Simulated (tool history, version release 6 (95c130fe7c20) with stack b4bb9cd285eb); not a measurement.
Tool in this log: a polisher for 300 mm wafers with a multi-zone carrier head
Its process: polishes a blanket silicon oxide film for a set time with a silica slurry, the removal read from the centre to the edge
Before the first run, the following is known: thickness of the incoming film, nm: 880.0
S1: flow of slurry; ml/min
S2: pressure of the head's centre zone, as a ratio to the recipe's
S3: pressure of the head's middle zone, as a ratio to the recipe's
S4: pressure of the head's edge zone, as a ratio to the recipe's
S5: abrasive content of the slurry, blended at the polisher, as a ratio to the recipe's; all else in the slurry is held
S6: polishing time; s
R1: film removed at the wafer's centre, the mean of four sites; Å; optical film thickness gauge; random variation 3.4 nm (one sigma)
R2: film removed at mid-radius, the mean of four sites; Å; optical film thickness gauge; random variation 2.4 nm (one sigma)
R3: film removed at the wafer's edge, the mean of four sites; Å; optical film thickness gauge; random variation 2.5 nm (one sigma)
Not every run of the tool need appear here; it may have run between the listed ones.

run,hour,S1,S2,S3,S4,S5,S6,R1,R2,R3
1,0.0,140,1.00,1.00,1.00,1.0,65,2607.7,2581.8,2542.7
2,6.4,140,1.07,1.00,1.00,1.0,65,2801.1,2568.2,2577.6
3,12.3,160,1.07,1.00,1.00,1.0,65,2841.0,2627.4,2592.8
4,13.2,160,1.04,1.00,1.00,1.0,65,2797.9,2660.6,2583.8
5,15.3,165,1.04,1.00,1.03,1.0,65,2761.8,2619.2,2646.5
6,16.5,170,1.04,1.01,1.04,1.0,65,2772.1,2696.9,2688.9

Run 7, settings as shown, results not yet in. Your forecast:
7,22.2,210,1.04,1.00,1.12,1.0,65,?,?,?

{"run 7": {"R1": 2883.4, "R2": 2782.2, "R3": 2863.8}}
